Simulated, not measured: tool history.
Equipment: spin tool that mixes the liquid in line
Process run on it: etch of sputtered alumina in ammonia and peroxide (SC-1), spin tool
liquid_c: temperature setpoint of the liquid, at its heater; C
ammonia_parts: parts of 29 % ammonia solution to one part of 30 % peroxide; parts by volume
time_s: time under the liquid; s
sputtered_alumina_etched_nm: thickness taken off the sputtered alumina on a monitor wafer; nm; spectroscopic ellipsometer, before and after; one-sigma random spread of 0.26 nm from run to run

Run 1, day 0.000: liquid_c 57.0 C, ammonia_parts 0.65 parts by volume, time_s 270 s. Result: sputtered_alumina_etched_nm 21.835 nm.
Run 2, day 0.333: liquid_c 62.5 C, ammonia_parts 0.65 parts by volume, time_s 270 s. Result: sputtered_alumina_etched_nm 28.475 nm.
Run 3, day 0.592: liquid_c 59.5 C, ammonia_parts 0.65 parts by volume, time_s 270 s. Result: sputtered_alumina_etched_nm 24.892 nm.
Run 4, day 0.729: liquid_c 60.0 C, ammonia_parts 0.65 parts by volume, time_s 270 s. Result: sputtered_alumina_etched_nm 25.268 nm.
Run 5, day 0.767: liquid_c 55.5 C, ammonia_parts 0.65 parts by volume, time_s 270 s. Result: sputtered_alumina_etched_nm 19.960 nm.
Run 6, day 0.817: liquid_c 57.0 C, ammonia_parts 0.65 parts by volume, time_s 270 s. Result: sputtered_alumina_etched_nm 21.848 nm.
Run 7, day 1.075: liquid_c 58.0 C, ammonia_parts 0.65 parts by volume, time_s 270 s. Result: sputtered_alumina_etched_nm 22.718 nm.
Run 8, day 1.104: liquid_c 58.5 C, ammonia_parts 0.65 parts by volume, time_s 270 s. Result: sputtered_alumina_etched_nm 22.996 nm.
Run 9, day 1.471: liquid_c 58.5 C, ammonia_parts 0.65 parts by volume, time_s 270 s. Result: sputtered_alumina_etched_nm 23.104 nm.

What will run 10 give?
Run 10, day 1.700: liquid_c 59.0 C, ammonia_parts 0.65 parts by volume, time_s 270 s. Result: sputtered_alumina_etched_nm ?.

{"run 10": {"sputtered_alumina_etched_nm": 24.066}}
